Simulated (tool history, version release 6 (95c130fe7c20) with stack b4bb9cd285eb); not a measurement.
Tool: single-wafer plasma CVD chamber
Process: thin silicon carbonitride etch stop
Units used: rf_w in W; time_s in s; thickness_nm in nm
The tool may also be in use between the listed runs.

Run 1, hour 0: rf_w 230 W, time_s 18.6 s. Result: thickness_nm 10.246 nm.
Run 2, hour 7.7: rf_w 250 W, time_s 19.4 s. Result: thickness_nm 10.933 nm.
Run 3, hour 14.5: rf_w 265 W, time_s 19.4 s. Result: thickness_nm 11.123 nm.
Run 4, hour 21: rf_w 240 W, time_s 19.4 s. Result: thickness_nm 10.812 nm.
Run 5, hour 22.8: rf_w 220 W, time_s 19.4 s. Result: thickness_nm 10.562 nm.
Run 6, hour 25.3: rf_w 240 W, time_s 20.1 s. Result: thickness_nm 11.275 nm.

Run 7 is up next; what results do you expect?
Run 7, hour 27.5: rf_w 275 W, time_s 21.3 s. Result: thickness_nm ?.

Run 7 came out at thickness_nm 12.4 nm.
